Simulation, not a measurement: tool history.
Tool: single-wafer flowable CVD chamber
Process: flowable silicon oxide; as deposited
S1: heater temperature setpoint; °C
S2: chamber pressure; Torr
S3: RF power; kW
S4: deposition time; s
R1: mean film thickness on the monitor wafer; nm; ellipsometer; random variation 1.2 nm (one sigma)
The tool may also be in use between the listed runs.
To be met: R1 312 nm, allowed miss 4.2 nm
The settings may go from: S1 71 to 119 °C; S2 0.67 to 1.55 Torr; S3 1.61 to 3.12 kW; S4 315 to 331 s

run	hour	S1	S2	S3	S4	R1
1	0	95	1.11	2.365	331	384.15
2	6.1	96	1.11	2.365	331	375.85
3	7.6	88	1.11	2.365	331	475.52
4	8.6	88	1.24	2.365	331	522.96
5	9.8	88	1.24	2.7	331	529.01
6	11.8	90	1.24	2.7	331	503.83
7	17.3	92	1.24	2.7	331	471.97
8	19.4	94	1.24	2.7	331	447.6
9	25.2	96	1.24	2.7	331	424.18
10	32.6	97	1.24	2.7	331	412.35
11	38.9	98	1.24	2.7	331	397.78
12	40.7	99	1.24	2.7	331	386.1

4 next moves are on the table. One of them brings every result within its allowed miss. Which?
A	42.5	98	1	2.735	318	?
B	42.5	91	1.19	2.635	331	?
C	42.5	98	1.39	2.56	331	?
D	42.5	91	1.24	2.505	331	?

move	R1
A	310.83
B	469.4
C	440.93
D	486.25
A: meets every target
B: further off than the last run
C: further off than the last run
D: further off than the last run
Answer: A
